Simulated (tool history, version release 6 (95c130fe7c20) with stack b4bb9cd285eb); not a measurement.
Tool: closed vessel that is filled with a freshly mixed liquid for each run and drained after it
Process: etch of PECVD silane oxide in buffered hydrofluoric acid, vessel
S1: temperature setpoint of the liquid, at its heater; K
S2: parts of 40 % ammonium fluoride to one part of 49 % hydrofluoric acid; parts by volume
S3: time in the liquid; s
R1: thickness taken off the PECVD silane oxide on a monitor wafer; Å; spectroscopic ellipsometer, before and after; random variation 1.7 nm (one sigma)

run	day	S1	S2	S3	R1
1	0	295.15	7.5	105	2136.1
2	0.288	297.15	7.5	105	2378.4
3	0.325	297.15	9.5	105	1902.5
4	0.483	294.65	9.5	105	1646.7
5	0.542	294.65	11.5	105	1415
6	0.783	296.65	10.5	105	1708.7
7	1.042	298.15	9.5	105	2010
8	1.104	299.65	9	105	2251
9	1.388	300.65	8.5	105	2530.1
10	1.512	301.15	8	105	2781.7
11	1.6	301.65	8	105	2825.5

Run 12 comes next. What will it give?
12	1.929	302.15	8	105	?

{"run 12": {"R1": 2916.6}}
